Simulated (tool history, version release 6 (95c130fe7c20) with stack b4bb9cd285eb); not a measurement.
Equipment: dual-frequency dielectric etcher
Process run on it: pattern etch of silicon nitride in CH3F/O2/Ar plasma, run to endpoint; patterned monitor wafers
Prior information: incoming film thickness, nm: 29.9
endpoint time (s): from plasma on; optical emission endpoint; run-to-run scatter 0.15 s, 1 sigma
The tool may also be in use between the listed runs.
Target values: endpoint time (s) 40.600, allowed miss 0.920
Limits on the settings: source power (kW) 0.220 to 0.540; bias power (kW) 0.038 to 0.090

run	day	source power (kW)	bias power (kW)	endpoint time (s)
1	0.000	0.380	0.064	48.601
2	0.192	0.380	0.058	49.533
3	0.258	0.380	0.066	48.113
4	0.412	0.420	0.068	45.863
5	0.617	0.420	0.062	46.937
6	0.804	0.450	0.065	44.862
7	1.012	0.470	0.066	44.002
8	1.350	0.490	0.067	43.074
9	1.458	0.500	0.068	42.692
10	1.833	0.510	0.069	42.075
11	2.079	0.520	0.070	41.705

Which of these 5 next moves meets every target?
A	2.325	0.490	0.066	?
B	2.325	0.480	0.070	?
C	2.325	0.510	0.079	?
D	2.325	0.500	0.068	?
E	2.325	0.500	0.070	?

move	endpoint time (s)
A	43.265
B	43.011
C	40.705
D	42.602
E	42.302
A: further off than the last run
B: further off than the last run
C: every result lands within tolerance
D: further off than the last run
E: further off than the last run
C is the move that brings every result within its allowed miss.
